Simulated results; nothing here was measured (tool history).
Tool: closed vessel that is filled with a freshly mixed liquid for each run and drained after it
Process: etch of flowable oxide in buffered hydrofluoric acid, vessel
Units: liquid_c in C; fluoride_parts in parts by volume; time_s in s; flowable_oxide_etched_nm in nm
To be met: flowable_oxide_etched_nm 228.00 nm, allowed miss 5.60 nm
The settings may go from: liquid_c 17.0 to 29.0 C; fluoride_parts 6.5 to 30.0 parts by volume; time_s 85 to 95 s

run  hour  liquid_c  fluoride_parts  time_s  flowable_oxide_etched_nm
  1   0.0      21.0            19.5      85                    130.59
  2   5.2      18.0            19.5      85                    110.32
  3   7.6      21.5            19.5      85                    134.28
  4  12.7      22.5            19.0      85                    144.91
  5  18.2      22.5            22.0      85                    129.89
  6  26.8      22.5            22.0      85                    129.22
  7  35.3      23.5            21.0      85                    142.41
  8  37.7      24.5            20.5      85                    151.95
     43.6  -- thermometer replaced
  9  43.6      25.0            20.0      85                    178.59

Which of these 5 next moves meets every target?
  A  49.5      25.0            14.5      85                         ?
  B  49.5      26.0            18.5      90                         ?
  C  49.5      26.0            18.5      95                         ?
  D  49.5      29.0            19.0      90                         ?
  E  49.5      26.5            20.0      95                         ?

move  flowable_oxide_etched_nm
   A                    246.19
   B                    216.55
   C                    228.58
   D                    247.68
   E                    217.47
A: takes the result that was furthest off past its target
B: nearer than the last run, and not there yet
C: meets every target
D: takes the result that was furthest off past its target
E: nearer than the last run, and not there yet
The right move is C.
